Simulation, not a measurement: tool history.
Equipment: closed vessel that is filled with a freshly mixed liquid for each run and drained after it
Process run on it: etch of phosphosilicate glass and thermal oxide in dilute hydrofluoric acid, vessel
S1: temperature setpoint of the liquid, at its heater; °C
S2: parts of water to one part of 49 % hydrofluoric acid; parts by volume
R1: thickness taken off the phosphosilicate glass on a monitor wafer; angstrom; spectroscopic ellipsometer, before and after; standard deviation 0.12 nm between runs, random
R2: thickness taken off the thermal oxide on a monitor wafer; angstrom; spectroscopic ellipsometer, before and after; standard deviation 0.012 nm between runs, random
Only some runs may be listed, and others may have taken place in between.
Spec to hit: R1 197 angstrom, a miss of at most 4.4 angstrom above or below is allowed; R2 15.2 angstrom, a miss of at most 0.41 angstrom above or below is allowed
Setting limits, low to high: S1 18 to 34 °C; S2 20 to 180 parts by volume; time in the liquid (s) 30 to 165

run 1 day=0 | S1=26 S2=100 time_in_the_liquid_(s)=85 | R1=623.17 R2=47.599
run 2 day=0.15 | S1=26 S2=100 time_in_the_liquid_(s)=60 | R1=439.82 R2=34.016
run 3 day=0.446 | S1=24.5 S2=110 time_in_the_liquid_(s)=60 | R1=378.05 R2=28.914
run 4 day=0.65 | S1=24.5 S2=110 time_in_the_liquid_(s)=45 | R1=281.84 R2=21.712
run 5 day=0.754 | S1=21.5 S2=110 time_in_the_liquid_(s)=45 | R1=251.61 R2=19.417
run 6 day=1.033 | S1=21 S2=110 time_in_the_liquid_(s)=45 | R1=245.7 R2=19.156
run 7 day=1.375 | S1=18 S2=125 time_in_the_liquid_(s)=45 | R1=187.72 R2=14.63
run 8 day=1.412 | S1=18 S2=125 time_in_the_liquid_(s)=45 | R1=187.52 R2=14.376
run 9 day=1.662 | S1=18.5 S2=125 time_in_the_liquid_(s)=45 | R1=191.29 R2=14.916

Next run, 4 choices. One meets every target within its allowed miss, the rest don't. Which?
run A day=1.912 | S1=19 S2=130 time_in_the_liquid_(s)=50 | R1=? R2=?
run B day=1.912 | S1=23.5 S2=130 time_in_the_liquid_(s)=40 | R1=? R2=?
run C day=1.912 | S1=18 S2=80 time_in_the_liquid_(s)=30 | R1=? R2=?
run D day=1.912 | S1=22 S2=155 time_in_the_liquid_(s)=55 | R1=? R2=?

move=A R1=208.16 R2=15.964
move=B R1=198.5 R2=15.223
move=C R1=206.11 R2=15.807
move=D R1=209.92 R2=16.099
A: moves the result that the last run missed by most past its target, out the other side
B: all results in spec
C: moves the result that the last run missed by most past its target, out the other side
D: moves the result that the last run missed by most past its target, out the other side
Move B is the one to make.
